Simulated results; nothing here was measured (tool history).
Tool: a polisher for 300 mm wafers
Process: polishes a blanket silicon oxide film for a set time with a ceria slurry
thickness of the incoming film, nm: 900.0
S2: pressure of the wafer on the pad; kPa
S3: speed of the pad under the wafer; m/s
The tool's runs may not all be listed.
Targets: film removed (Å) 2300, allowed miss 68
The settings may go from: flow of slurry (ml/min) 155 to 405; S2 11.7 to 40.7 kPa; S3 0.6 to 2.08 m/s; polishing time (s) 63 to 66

{"run": 1, "hour": 0.0, "flow of slurry (ml/min)": 260, "S2": 26.2, "S3": 1.34, "polishing time (s)": 63, "film removed (Å)": 3915.2}
{"run": 2, "hour": 3.4, "flow of slurry (ml/min)": 260, "S2": 24.1, "S3": 1.34, "polishing time (s)": 63, "film removed (Å)": 3597.7}
{"run": 3, "hour": 4.1, "flow of slurry (ml/min)": 260, "S2": 24.1, "S3": 1.16, "polishing time (s)": 63, "film removed (Å)": 3211.6}
{"run": 4, "hour": 8.3, "flow of slurry (ml/min)": 260, "S2": 22.8, "S3": 1.16, "polishing time (s)": 63, "film removed (Å)": 3020.9}
{"run": 5, "hour": 15.9, "flow of slurry (ml/min)": 260, "S2": 21.4, "S3": 1.16, "polishing time (s)": 63, "film removed (Å)": 2826.4}
{"run": 6, "hour": 18.2, "flow of slurry (ml/min)": 260, "S2": 24.1, "S3": 1.16, "polishing time (s)": 63, "film removed (Å)": 3121.5}
{"run": 7, "hour": 21.5, "flow of slurry (ml/min)": 260, "S2": 22.8, "S3": 1.16, "polishing time (s)": 63, "film removed (Å)": 2975.5}
{"run": 8, "hour": 28.0, "flow of slurry (ml/min)": 260, "S2": 22.1, "S3": 1.16, "polishing time (s)": 63, "film removed (Å)": 2935.3}
{"run": 9, "hour": 29.9, "flow of slurry (ml/min)": 255, "S2": 15.2, "S3": 1.14, "polishing time (s)": 63, "film removed (Å)": 1999.6}
{"run": 10, "hour": 37.0, "flow of slurry (ml/min)": 260, "S2": 15.9, "S3": 1.14, "polishing time (s)": 63, "film removed (Å)": 2058.1}
{"run": 11, "hour": 38.5, "flow of slurry (ml/min)": 260, "S2": 15.9, "S3": 1.14, "polishing time (s)": 63, "film removed (Å)": 2090.5}
{"run": 12, "hour": 41.8, "flow of slurry (ml/min)": 265, "S2": 15.9, "S3": 1.14, "polishing time (s)": 63, "film removed (Å)": 2047.2}
{"run": 13, "hour": 45.9, "flow of slurry (ml/min)": 265, "S2": 16.5, "S3": 1.14, "polishing time (s)": 63, "film removed (Å)": 2161.9}

Which of these 5 next moves meets every target?
{"run": "A", "hour": 50.0, "flow of slurry (ml/min)": 190, "S2": 16.5, "S3": 1.06, "polishing time (s)": 66, "film removed (Å)": "?"}
{"run": "B", "hour": 50.0, "flow of slurry (ml/min)": 205, "S2": 19.3, "S3": 0.92, "polishing time (s)": 63, "film removed (Å)": "?"}
{"run": "C", "hour": 50.0, "flow of slurry (ml/min)": 265, "S2": 15.9, "S3": 1.14, "polishing time (s)": 63, "film removed (Å)": "?"}
{"run": "D", "hour": 50.0, "flow of slurry (ml/min)": 235, "S2": 17.2, "S3": 1.06, "polishing time (s)": 63, "film removed (Å)": "?"}
{"run": "E", "hour": 50.0, "flow of slurry (ml/min)": 275, "S2": 14.5, "S3": 1.3, "polishing time (s)": 66, "film removed (Å)": "?"}

move=A film_removed_(Å)=1992.9
move=B film_removed_(Å)=1945.1
move=C film_removed_(Å)=2042.2
move=D film_removed_(Å)=2034.2
move=E film_removed_(Å)=2236.7
A: further off than the last run
B: further off than the last run
C: further off than the last run
D: further off than the last run
E: meets every target
The right move is E.
